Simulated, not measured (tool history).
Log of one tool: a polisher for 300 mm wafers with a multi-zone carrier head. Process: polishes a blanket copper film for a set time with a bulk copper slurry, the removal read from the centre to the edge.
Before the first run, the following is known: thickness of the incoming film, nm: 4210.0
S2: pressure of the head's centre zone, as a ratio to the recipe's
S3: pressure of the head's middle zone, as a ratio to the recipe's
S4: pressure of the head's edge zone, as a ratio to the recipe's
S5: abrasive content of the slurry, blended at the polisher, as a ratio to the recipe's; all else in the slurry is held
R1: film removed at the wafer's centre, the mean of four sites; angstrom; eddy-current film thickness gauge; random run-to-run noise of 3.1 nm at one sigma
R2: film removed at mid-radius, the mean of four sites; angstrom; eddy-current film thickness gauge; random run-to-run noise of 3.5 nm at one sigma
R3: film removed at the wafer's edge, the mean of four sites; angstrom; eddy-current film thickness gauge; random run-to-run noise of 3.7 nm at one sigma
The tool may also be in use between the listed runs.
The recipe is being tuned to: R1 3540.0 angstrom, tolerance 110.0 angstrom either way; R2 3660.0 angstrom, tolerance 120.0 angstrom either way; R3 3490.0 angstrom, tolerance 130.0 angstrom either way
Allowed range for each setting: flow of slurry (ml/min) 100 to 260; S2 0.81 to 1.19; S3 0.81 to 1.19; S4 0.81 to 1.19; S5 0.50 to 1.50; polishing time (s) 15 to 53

Run 1, hour 0.0: flow of slurry (ml/min) 165, S2 1.00, S3 1.00, S4 1.00, S5 1.00, polishing time (s) 34. Result: R1 3105.0 angstrom, R2 3162.8 angstrom, R3 3146.6 angstrom.
Run 2, hour 5.4: flow of slurry (ml/min) 170, S2 1.00, S3 1.01, S4 1.01, S5 1.00, polishing time (s) 34. Result: R1 3162.2 angstrom, R2 3149.4 angstrom, R3 3165.7 angstrom.
Run 3, hour 14.4: flow of slurry (ml/min) 170, S2 1.00, S3 0.94, S4 1.01, S5 1.00, polishing time (s) 34. Result: R1 3161.1 angstrom, R2 2987.5 angstrom, R3 3182.6 angstrom.
Run 4, hour 20.4: flow of slurry (ml/min) 175, S2 1.00, S3 0.96, S4 1.01, S5 1.00, polishing time (s) 34. Result: R1 3173.3 angstrom, R2 3024.6 angstrom, R3 3212.7 angstrom.
Run 5, hour 26.1: flow of slurry (ml/min) 180, S2 1.00, S3 0.98, S4 1.01, S5 1.00, polishing time (s) 34. Result: R1 3172.9 angstrom, R2 3119.8 angstrom, R3 3175.4 angstrom.
Run 6, hour 33.8: flow of slurry (ml/min) 180, S2 1.00, S3 0.92, S4 1.01, S5 1.00, polishing time (s) 34. Result: R1 3198.2 angstrom, R2 2931.7 angstrom, R3 3164.2 angstrom.
Run 7, hour 34.8: flow of slurry (ml/min) 185, S2 1.00, S3 0.94, S4 1.02, S5 1.00, polishing time (s) 34. Result: R1 3212.2 angstrom, R2 3001.7 angstrom, R3 3268.5 angstrom.
Run 8, hour 38.7: flow of slurry (ml/min) 190, S2 1.00, S3 0.96, S4 1.02, S5 1.00, polishing time (s) 34. Result: R1 3209.9 angstrom, R2 3105.1 angstrom, R3 3207.8 angstrom.
Run 9, hour 41.3: flow of slurry (ml/min) 195, S2 1.00, S3 0.97, S4 1.03, S5 1.00, polishing time (s) 34. Result: R1 3221.1 angstrom, R2 3136.6 angstrom, R3 3270.1 angstrom.
Run 10, hour 45.1: flow of slurry (ml/min) 200, S2 1.00, S3 0.98, S4 1.03, S5 1.00, polishing time (s) 34. Result: R1 3301.5 angstrom, R2 3119.1 angstrom, R3 3257.5 angstrom.
Run 11, hour 49.7: flow of slurry (ml/min) 225, S2 0.96, S3 1.08, S4 1.09, S5 1.20, polishing time (s) 34. Result: R1 3343.5 angstrom, R2 3678.8 angstrom, R3 3502.9 angstrom.

Next run, 4 choices. One meets every target within its allowed miss, the rest don't. Which?
Run A, hour 54.3: flow of slurry (ml/min) 195, S2 1.04, S3 1.03, S4 1.10, S5 1.05, polishing time (s) 35. Result: R1 ?, R2 ?, R3 ?.
Run B, hour 54.3: flow of slurry (ml/min) 235, S2 0.98, S3 1.14, S4 1.01, S5 1.15, polishing time (s) 35. Result: R1 ?, R2 ?, R3 ?.
Run C, hour 54.3: flow of slurry (ml/min) 260, S2 1.01, S3 1.07, S4 1.07, S5 1.30, polishing time (s) 33. Result: R1 ?, R2 ?, R3 ?.
Run D, hour 54.3: flow of slurry (ml/min) 245, S2 1.08, S3 1.05, S4 1.02, S5 1.15, polishing time (s) 35. Result: R1 ?, R2 ?, R3 ?.

move      R1      R2      R3
   A  3540.0  3399.8  3442.8
   B  3559.5  3907.3  3470.1
   C  3609.2  3653.8  3503.1
   D  3886.4  3659.0  3502.0
A: the worst result of the last run now meets its target, but another is out of spec
B: the worst result of the last run now meets its target, but another is out of spec
C: in spec on every target
D: the result that was furthest off in the last run now lies on the other side of its target
The right move is C.
